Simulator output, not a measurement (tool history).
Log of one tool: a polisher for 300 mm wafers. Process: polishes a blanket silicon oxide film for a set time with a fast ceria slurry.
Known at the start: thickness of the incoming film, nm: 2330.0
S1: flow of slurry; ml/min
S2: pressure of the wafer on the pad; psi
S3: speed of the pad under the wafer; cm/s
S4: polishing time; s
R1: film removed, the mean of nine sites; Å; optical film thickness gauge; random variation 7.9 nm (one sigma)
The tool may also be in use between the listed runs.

run,day,S1,S2,S3,S4,R1
1,0,250,1.8,104,88,7433.5
2,0.317,250,1.8,92,88,6613
3,0.35,190,1.8,92,88,6408.9
4,0.433,250,1.8,92,88,6669.2
5,0.704,250,1.6,92,88,6031.5
6,0.725,250,1.4,92,88,5215.2
7,0.812,260,1.9,94,88,7169.2
8,1.129,265,2,94,88,7430.3
9,1.421,265,2.1,94,88,7865.4

Forecast run 10:
10,1.5,265,2.2,94,88,?

{"run 10": {"R1": 8180.4}}
